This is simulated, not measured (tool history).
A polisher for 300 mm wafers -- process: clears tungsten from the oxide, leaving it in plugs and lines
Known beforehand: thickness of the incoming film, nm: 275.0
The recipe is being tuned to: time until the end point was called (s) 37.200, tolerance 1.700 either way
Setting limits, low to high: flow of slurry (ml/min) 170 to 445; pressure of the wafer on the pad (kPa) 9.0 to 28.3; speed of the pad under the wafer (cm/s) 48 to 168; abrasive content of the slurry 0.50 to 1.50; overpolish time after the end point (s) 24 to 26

run,hour,flow of slurry (ml/min),pressure of the wafer on the pad (kPa),speed of the pad under the wafer (cm/s),abrasive content of the slurry,overpolish time after the end point (s),time until the end point was called (s)
1,0.0,285,18.6,108,1.00,24,62.605
2,3.4,285,20.0,108,1.00,24,58.892
3,9.4,285,20.0,108,1.00,24,59.038
4,16.2,285,20.0,108,1.00,26,59.646
5,20.0,285,21.4,110,1.00,26,54.511
6,25.6,285,21.4,110,1.00,26,52.798
7,31.2,285,22.1,110,1.00,26,52.398
8,34.9,285,22.8,110,1.00,26,50.117
9,37.2,285,23.4,110,1.00,26,48.228
10,43.7,285,24.1,110,1.00,26,48.169
11,47.7,285,24.8,112,1.00,26,46.417
12,48.7,285,25.5,114,1.00,26,44.717
13,56.0,285,26.2,116,1.00,26,41.256
14,59.3,285,27.6,116,1.00,26,38.392

Below are 5 possible settings for the next run. Only one of them brings all results inside the allowed miss of their targets. Which is it?
A,62.6,240,26.9,132,1.00,26,?
B,62.6,325,25.5,112,1.10,26,?
C,62.6,245,28.3,106,1.00,26,?
D,62.6,300,28.3,132,1.05,24,?
E,62.6,265,28.3,110,1.05,24,?

move,time until the end point was called (s)
A,36.722
B,42.933
C,43.170
D,33.713
E,40.783
A: hits every target within its allowed miss
B: its largest miss is bigger than the last run's
C: its largest miss is bigger than the last run's
D: carries the result that was furthest off beyond its target, to the other side
E: its largest miss is bigger than the last run's
Correct choice: A, which meets every target

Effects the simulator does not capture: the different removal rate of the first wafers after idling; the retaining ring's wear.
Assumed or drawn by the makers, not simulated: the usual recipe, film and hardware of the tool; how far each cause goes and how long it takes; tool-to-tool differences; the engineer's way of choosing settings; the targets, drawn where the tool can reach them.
